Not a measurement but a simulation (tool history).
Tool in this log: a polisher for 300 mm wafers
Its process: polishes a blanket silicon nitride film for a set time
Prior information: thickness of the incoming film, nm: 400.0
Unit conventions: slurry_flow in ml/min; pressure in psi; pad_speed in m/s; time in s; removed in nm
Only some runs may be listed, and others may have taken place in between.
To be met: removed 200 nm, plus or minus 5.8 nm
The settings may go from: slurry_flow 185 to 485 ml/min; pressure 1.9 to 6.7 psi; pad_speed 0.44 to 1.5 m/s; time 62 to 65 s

run,hour,slurry_flow,pressure,pad_speed,time,removed
1,0,310,4.3,0.96,62,104.93
2,1.7,310,3.8,0.96,62,94.112
3,10.2,340,3.8,0.96,62,96.149
4,17.6,385,3.8,0.96,62,95.616
5,19.6,385,4.6,1,62,118.64
6,25.9,385,5.2,1.02,62,134.1
7,27.2,385,5.6,1.06,62,148.94
8,30.7,385,5.9,1.08,62,158.77
9,31.4,390,6.1,1.1,62,167.1
10,32.3,390,6.3,1.12,62,176.4
# hour 36.1: worn pad replaced by a new one
11,36.1,395,6.7,1.18,62,207.97

Of the 4 settings listed for the next run, only one would bring every result within its allowed miss of target. Which one?
A,39.9,305,6.7,1.26,62,?
B,39.9,420,6.4,1.22,65,?
C,39.9,400,6.6,1.14,65,?
D,39.9,355,6.2,1.14,65,?

move,removed
A,214.53
B,215.75
C,211.3
D,196.94
A: misses by more than the last run did
B: misses by more than the last run did
C: misses by more than the last run did
D: all results in spec
D meets every target.
